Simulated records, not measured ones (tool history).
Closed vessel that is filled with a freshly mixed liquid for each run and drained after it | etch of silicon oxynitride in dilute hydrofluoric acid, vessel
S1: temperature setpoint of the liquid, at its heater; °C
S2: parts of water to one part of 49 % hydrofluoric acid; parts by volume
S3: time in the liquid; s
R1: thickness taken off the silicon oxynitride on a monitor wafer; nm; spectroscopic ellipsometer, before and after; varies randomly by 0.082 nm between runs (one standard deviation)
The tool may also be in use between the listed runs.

run    day    S1   S2    S3       R1
  1  0.000  23.0  185  1645  11.7530
  2  0.200  21.5  185  1645  10.8720
  3  0.467  21.5  185  1760  11.5550
  4  0.783  20.5  185  1760  11.2000
  5  0.854  19.0  185  1760  10.2740
  6  1.225  18.5  185  1760  10.1410
     1.308  -- thermometer replaced
  7  1.308  18.0  185  1760  10.4690

What will run 8 give?
  8  1.358  17.5  190  1760   ?

Run 8 gave R1 9.8254 nm.
